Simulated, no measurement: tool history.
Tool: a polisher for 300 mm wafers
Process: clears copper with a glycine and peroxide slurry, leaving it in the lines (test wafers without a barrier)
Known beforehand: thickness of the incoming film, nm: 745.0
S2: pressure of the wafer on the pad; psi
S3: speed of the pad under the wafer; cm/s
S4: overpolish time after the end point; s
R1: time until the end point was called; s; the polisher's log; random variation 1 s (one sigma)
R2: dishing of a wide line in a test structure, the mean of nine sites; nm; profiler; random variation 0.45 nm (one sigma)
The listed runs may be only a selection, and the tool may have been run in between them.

run 1 hour=0.0 | flow_of_slurry_(ml/min)=250 S2=2.2 S3=98 S4=12 | R1=137.09 R2=38.628
run 2 hour=7.7 | flow_of_slurry_(ml/min)=250 S2=2.2 S3=98 S4=15 | R1=136.23 R2=46.601
run 3 hour=14.7 | flow_of_slurry_(ml/min)=255 S2=2.4 S3=98 S4=14 | R1=127.17 R2=45.689
run 4 hour=21.2 | flow_of_slurry_(ml/min)=275 S2=2.4 S3=98 S4=14 | R1=127.06 R2=47.503
run 5 hour=27.3 | flow_of_slurry_(ml/min)=275 S2=2.4 S3=98 S4=10 | R1=125.22 R2=35.637
run 6 hour=29.2 | flow_of_slurry_(ml/min)=280 S2=2.5 S3=98 S4=10 | R1=123.31 R2=36.592
run 7 hour=38.2 | flow_of_slurry_(ml/min)=280 S2=2.6 S3=98 S4=10 | R1=117.42 R2=38.432
run 8 hour=44.0 | flow_of_slurry_(ml/min)=280 S2=2.7 S3=98 S4=10 | R1=113.50 R2=38.589
run 9 hour=47.9 | flow_of_slurry_(ml/min)=285 S2=2.8 S3=98 S4=10 | R1=111.48 R2=39.231

Run 10 comes next. What will it give?
run 10 hour=53.2 | flow_of_slurry_(ml/min)=290 S2=2.9 S3=98 S4=10 | R1=? R2=?

R1: 108.02 s
R2: 40.906 nm

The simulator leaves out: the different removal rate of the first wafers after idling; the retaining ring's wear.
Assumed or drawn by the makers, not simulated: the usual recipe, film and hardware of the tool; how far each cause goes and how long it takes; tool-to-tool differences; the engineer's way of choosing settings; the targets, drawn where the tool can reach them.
